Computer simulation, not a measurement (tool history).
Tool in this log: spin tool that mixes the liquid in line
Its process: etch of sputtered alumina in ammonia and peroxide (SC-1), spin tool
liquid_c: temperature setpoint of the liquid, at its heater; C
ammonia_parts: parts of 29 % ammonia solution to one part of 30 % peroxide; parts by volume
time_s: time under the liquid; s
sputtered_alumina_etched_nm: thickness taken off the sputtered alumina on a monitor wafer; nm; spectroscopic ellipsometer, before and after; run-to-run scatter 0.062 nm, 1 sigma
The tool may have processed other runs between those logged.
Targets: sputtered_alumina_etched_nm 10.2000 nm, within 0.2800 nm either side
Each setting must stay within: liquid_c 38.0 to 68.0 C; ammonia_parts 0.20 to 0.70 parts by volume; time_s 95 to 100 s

run  hour  liquid_c  ammonia_parts  time_s  sputtered_alumina_etched_nm
  1   0.0      52.0           0.40      95                       6.9933
  2   4.3      54.0           0.40      95                       7.7289
  3  12.1      60.5           0.40      95                      10.9040
  4  21.1      60.5           0.40      95                      10.8420
  5  22.5      60.5           0.50      95                      11.1220
  6  23.7      60.5           0.40      95                      10.9660
  7  27.9      60.5           0.40      95                      10.9100
  8  34.1      60.0           0.40      95                      10.6970
  9  41.4      60.0           0.40      95                      10.7140

Which of these 5 next moves meets every target?
  A  48.7      58.5           0.35     100                            ?
  B  48.7      61.0           0.40     100                            ?
  C  48.7      59.5           0.40     100                            ?
  D  48.7      60.5           0.45      95                            ?
  E  48.7      58.5           0.50     100                            ?

move  sputtered_alumina_etched_nm
   A                      10.2350
   B                      11.7870
   C                      10.9150
   D                      11.0380
   E                      10.5860
A: all results land within tolerance of their targets
B: lands further from the targets than the last run did
C: lands further from the targets than the last run did
D: lands further from the targets than the last run did
E: nearer the targets than the last run, but a result is still out of spec
So the answer is move A, the one that meets all the targets.
